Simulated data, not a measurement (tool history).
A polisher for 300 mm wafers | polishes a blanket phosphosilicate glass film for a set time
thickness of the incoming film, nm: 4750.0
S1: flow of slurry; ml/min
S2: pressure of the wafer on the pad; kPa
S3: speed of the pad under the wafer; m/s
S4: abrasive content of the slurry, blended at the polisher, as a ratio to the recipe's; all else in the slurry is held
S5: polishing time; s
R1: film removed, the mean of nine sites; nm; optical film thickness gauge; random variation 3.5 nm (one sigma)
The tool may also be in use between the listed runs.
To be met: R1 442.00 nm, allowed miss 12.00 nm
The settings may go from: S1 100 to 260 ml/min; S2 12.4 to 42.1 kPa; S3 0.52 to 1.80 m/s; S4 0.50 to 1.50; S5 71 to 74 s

run  hour   S1    S2    S3    S4  S5      R1
  1   0.0  165  26.9  1.16  1.00  71  742.50
  2   4.0  165  30.3  1.16  1.00  71  812.05
  3  10.8  160  25.5  1.14  1.00  71  704.25
  4  16.1  160  22.1  1.10  1.00  71  618.81
  5  22.9  160  17.2  1.10  1.00  71  498.34
  6  31.7  160  17.2  1.10  1.00  74  526.38
  7  36.7  160  15.9  1.10  1.00  74  482.50
     43.2  -- conditioning disc replaced and pad reconditioned
  8  43.2  160  15.9  1.10  1.00  74  599.52
  9  48.3  150  15.2  1.04  1.00  74  547.55

Which of these 4 next moves meets every target?
  A  53.4  150  15.9  0.88  0.90  71   ?
  B  53.4  100  14.5  0.98  1.05  74   ?
  C  53.4  165  13.1  1.06  1.05  72   ?
  D  53.4  170  12.4  1.08  1.10  71   ?

move      R1
   A  446.77
   B  465.35
   C  485.33
   D  474.96
A: meets every target
B: nearer than the last run, and not there yet
C: nearer than the last run, and not there yet
D: nearer than the last run, and not there yet
Move A is the one to make.

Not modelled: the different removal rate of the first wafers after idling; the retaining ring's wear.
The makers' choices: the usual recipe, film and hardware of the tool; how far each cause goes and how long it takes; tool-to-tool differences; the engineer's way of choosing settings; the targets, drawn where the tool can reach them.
